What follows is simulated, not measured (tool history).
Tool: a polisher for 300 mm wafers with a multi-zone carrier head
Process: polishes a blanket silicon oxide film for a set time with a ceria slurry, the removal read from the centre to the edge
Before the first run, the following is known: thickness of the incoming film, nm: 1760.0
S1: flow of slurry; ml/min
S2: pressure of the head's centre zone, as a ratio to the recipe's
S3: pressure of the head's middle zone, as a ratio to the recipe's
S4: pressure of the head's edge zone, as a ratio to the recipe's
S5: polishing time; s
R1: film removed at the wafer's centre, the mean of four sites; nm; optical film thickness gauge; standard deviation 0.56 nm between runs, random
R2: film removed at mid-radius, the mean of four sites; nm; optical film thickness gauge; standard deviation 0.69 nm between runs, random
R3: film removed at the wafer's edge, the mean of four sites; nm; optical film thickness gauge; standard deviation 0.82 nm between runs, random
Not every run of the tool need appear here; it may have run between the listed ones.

run  hour   S1    S2    S3    S4  S5       R1       R2       R3
  1   0.0  155  1.00  1.00  1.00  33  148.690  142.460  145.380
  2   7.1  155  1.00  0.92  1.00  33  146.400  133.740  144.840
  3  10.6  140  0.95  0.93  0.95  27  113.240  107.430  113.770
  4  11.7  130  0.91  0.95  0.93  24   95.812   97.301   98.305
  5  15.2  120  0.88  0.95  0.92  22   83.230   86.166   88.811
  6  24.0  115  0.86  0.96  0.90  21   77.220   82.004   84.173

What will run 7 give?
  7  29.1  115  0.86  0.96  0.90  21   ?   ?   ?

R1: 77.302 nm
R2: 83.720 nm
R3: 84.061 nm

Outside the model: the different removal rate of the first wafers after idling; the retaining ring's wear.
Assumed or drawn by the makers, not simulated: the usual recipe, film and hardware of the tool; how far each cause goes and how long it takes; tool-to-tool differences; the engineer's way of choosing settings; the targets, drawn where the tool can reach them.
